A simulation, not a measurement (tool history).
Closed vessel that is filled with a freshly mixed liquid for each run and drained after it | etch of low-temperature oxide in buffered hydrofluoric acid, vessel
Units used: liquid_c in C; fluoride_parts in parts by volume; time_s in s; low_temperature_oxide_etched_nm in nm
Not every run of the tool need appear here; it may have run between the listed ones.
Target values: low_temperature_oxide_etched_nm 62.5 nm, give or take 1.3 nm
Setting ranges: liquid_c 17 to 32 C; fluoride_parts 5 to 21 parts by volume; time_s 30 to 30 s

| run | hour | liquid_c | fluoride_parts | time_s | low_temperature_oxide_etched_nm |
|---|---|---|---|---|---|
| 1 | 0 | 24 | 13 | 30 | 39.454 |
| 2 | 8.6 | 24 | 15 | 30 | 34.514 |
| 3 | 13.8 | 20.5 | 15 | 30 | 28.366 |
| 4 | 22.7 | 24.5 | 14 | 30 | 38.009 |
| 5 | 25 | 27 | 13.5 | 30 | 45.11 |
| 6 | 28.6 | 28.5 | 13 | 30 | 50.495 |
| 7 | 36.6 | 29.5 | 13 | 30 | 53.213 |
| 8 | 43.4 | 30.5 | 13 | 30 | 55.929 |
| 9 | 45.8 | 31 | 13 | 30 | 58.185 |
| 10 | 52.3 | 31.5 | 13 | 30 | 59.437 |
| 11 | 60.4 | 32 | 13 | 30 | 60.663 |

Next run, 4 choices. One meets every target within its allowed miss, the rest don't. Which?
| A | 68.5 | 31 | 13 | 30 | ? |
| B | 68.5 | 31 | 12 | 30 | ? |
| C | 68.5 | 32 | 13.5 | 30 | ? |
| D | 68.5 | 32 | 12 | 30 | ? |

| move | low_temperature_oxide_etched_nm |
|---|---|
| A | 57.944 |
| B | 62.656 |
| C | 58.863 |
| D | 66.041 |
A: moves away from the targets compared with the last run
B: every result lands within tolerance
C: moves away from the targets compared with the last run
D: pushes the last run's worst result past its target
Answer: B
